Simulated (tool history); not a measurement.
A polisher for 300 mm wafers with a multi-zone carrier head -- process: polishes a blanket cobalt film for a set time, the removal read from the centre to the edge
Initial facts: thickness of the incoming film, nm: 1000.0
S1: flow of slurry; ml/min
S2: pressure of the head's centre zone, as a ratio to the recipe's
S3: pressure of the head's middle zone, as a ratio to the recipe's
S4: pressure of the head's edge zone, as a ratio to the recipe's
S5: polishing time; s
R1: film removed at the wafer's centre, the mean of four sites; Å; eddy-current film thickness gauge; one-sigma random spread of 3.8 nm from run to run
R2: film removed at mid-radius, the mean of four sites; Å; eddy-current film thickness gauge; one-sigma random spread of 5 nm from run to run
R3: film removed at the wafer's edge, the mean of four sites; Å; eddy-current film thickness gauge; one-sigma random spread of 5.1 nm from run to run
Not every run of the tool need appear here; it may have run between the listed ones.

run	hour	S1	S2	S3	S4	S5	R1	R2	R3
1	0.0	240	1.00	1.00	1.00	46	2963.4	2854.7	2933.7
2	5.1	245	0.98	1.04	1.02	48	3032.9	3172.3	3052.7
3	7.9	245	0.98	1.04	0.95	48	3044.1	3183.3	3003.7
4	13.0	280	0.98	1.04	0.95	48	3022.2	3165.1	3032.8
5	19.4	285	0.96	1.05	0.96	49	3059.7	3189.0	3139.3
6	27.5	285	0.94	1.07	0.97	50	3022.2	3377.4	3217.9

Run 7 has not been measured yet. What should we expect?
7	29.2	290	0.94	1.08	0.98	51	?	?	?

{"run 7": {"R1": 3095.2, "R2": 3452.1, "R3": 3273.6}}
